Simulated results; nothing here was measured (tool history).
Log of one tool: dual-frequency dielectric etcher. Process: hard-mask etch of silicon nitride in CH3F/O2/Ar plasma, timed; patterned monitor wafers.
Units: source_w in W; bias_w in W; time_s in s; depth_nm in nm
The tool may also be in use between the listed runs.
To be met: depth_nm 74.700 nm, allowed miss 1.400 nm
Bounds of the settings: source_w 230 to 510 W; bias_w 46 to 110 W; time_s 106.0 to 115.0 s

{"run": 1, "hour": 0.0, "source_w": 370, "bias_w": 78, "time_s": 115.0, "depth_nm": 80.303}
{"run": 2, "hour": 5.3, "source_w": 370, "bias_w": 68, "time_s": 115.0, "depth_nm": 76.629}
{"run": 3, "hour": 13.5, "source_w": 360, "bias_w": 67, "time_s": 115.0, "depth_nm": 76.32}
{"run": 4, "hour": 20.4, "source_w": 420, "bias_w": 67, "time_s": 115.0, "depth_nm": 78.072}
{"run": 5, "hour": 28.0, "source_w": 420, "bias_w": 66, "time_s": 115.0, "depth_nm": 77.99}
{"run": 6, "hour": 30.6, "source_w": 410, "bias_w": 65, "time_s": 115.0, "depth_nm": 76.984}
{"run": 7, "hour": 38.3, "source_w": 410, "bias_w": 65, "time_s": 115.0, "depth_nm": 77.098}
{"run": 8, "hour": 40.6, "source_w": 410, "bias_w": 65, "time_s": 115.0, "depth_nm": 77.743}
{"run": 9, "hour": 41.2, "source_w": 400, "bias_w": 64, "time_s": 115.0, "depth_nm": 76.944}
{"hour": 47.4, "done": "source power generator calibrated"}
{"run": 10, "hour": 47.4, "source_w": 400, "bias_w": 63, "time_s": 115.0, "depth_nm": 76.869}

Which of these 4 next moves meets every target?
{"run": "A", "hour": 53.6, "source_w": 320, "bias_w": 73, "time_s": 107.5, "depth_nm": "?"}
{"run": "B", "hour": 53.6, "source_w": 400, "bias_w": 68, "time_s": 115.0, "depth_nm": "?"}
{"run": "C", "hour": 53.6, "source_w": 340, "bias_w": 63, "time_s": 115.0, "depth_nm": "?"}
{"run": "D", "hour": 53.6, "source_w": 420, "bias_w": 71, "time_s": 112.5, "depth_nm": "?"}

move=A depth_nm=71.961
move=B depth_nm=78.569
move=C depth_nm=74.504
move=D depth_nm=78.610
A: takes the result that was furthest off past its target
B: further off than the last run
C: meets every target
D: further off than the last run
Answer: C
